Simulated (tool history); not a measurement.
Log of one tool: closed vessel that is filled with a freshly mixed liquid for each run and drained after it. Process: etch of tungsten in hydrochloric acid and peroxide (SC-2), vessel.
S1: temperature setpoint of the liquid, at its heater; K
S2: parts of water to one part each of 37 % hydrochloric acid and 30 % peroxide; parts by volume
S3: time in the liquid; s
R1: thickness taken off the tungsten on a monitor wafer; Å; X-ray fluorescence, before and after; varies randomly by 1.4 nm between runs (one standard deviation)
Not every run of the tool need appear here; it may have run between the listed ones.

run	hour	S1	S2	S3	R1
1	0.0	326.15	6.5	180	602.89
2	4.2	319.65	6.5	180	388.63
3	11.4	323.65	6.5	180	510.80
4	16.8	327.15	6.5	180	639.55
5	24.0	330.15	6.5	180	798.48
6	28.3	327.65	6.5	180	669.74
7	33.7	330.15	6.5	180	782.40
8	34.6	338.15	5.0	180	1556.30
9	37.2	338.15	5.0	180	1593.50
10	43.3	338.65	5.0	180	1648.70

What does the tool deliver on the next run?
11	47.0	339.15	5.0	180	?

R1: 1664.90 Å
